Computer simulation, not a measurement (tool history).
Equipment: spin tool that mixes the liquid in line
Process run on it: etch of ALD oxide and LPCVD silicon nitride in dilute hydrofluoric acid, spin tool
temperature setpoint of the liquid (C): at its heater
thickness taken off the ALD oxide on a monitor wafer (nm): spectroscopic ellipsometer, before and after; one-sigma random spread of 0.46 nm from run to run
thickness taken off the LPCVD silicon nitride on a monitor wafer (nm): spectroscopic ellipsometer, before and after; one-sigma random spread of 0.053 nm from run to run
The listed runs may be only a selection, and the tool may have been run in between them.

| run | hour | temperature setpoint of the liquid (C) | parts of water to one part of 49 % hydrofluoric acid (parts by volume) | time under the liquid (s) | thickness taken off the ALD oxide on a monitor wafer (nm) | thickness taken off the LPCVD silicon nitride on a monitor wafer (nm) |
|---|---|---|---|---|---|---|
| 1 | 0 | 24 | 85 | 150 | 52.51 | 1.0244 |
| 2 | 6 | 21 | 85 | 150 | 45.765 | 0.8514 |
| 3 | 7 | 18.5 | 85 | 150 | 41.442 | 0.75064 |
| 4 | 14.4 | 18.5 | 85 | 100 | 27.609 | 0.47049 |
|  | 20.6 | hydrofluoric acid flow meter replaced |
| 5 | 20.6 | 20.5 | 85 | 100 | 27.189 | 0.49454 |
| 6 | 25.7 | 23.5 | 75 | 100 | 34.925 | 0.66533 |
| 7 | 28.9 | 25.5 | 70 | 100 | 40.868 | 0.87094 |

The next listed run, before its measurement:
| 8 | 35.6 | 28 | 45 | 100 | ? | ? |

For run 8 the tool returned thickness taken off the ALD oxide on a monitor wafer (nm) 73.247, thickness taken off the LPCVD silicon nitride on a monitor wafer (nm) 1.4532.
